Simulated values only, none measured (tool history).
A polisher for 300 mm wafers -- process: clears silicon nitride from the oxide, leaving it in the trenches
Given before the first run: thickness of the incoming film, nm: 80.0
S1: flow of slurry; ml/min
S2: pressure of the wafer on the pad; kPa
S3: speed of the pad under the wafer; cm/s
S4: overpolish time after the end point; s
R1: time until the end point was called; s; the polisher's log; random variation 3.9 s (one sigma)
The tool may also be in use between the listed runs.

run 1 hour=0 | S1=185 S2=12.4 S3=100 S4=11 | R1=145.21
run 2 hour=8.7 | S1=205 S2=12.4 S3=100 S4=11 | R1=144.1
run 3 hour=11.6 | S1=205 S2=11.7 S3=98 S4=11 | R1=151.82
run 4 hour=15.1 | S1=205 S2=11.7 S3=98 S4=11 | R1=154.26
run 5 hour=18.2 | S1=205 S2=11.7 S3=108 S4=11 | R1=137.78
run 6 hour=19.5 | S1=205 S2=11.7 S3=124 S4=11 | R1=126.19
run 7 hour=27.6 | S1=205 S2=11 S3=118 S4=11 | R1=136.13

What will run 8 give?
run 8 hour=36.3 | S1=205 S2=11 S3=118 S4=11 | R1=?

Run 8 gave R1 138.38 s.

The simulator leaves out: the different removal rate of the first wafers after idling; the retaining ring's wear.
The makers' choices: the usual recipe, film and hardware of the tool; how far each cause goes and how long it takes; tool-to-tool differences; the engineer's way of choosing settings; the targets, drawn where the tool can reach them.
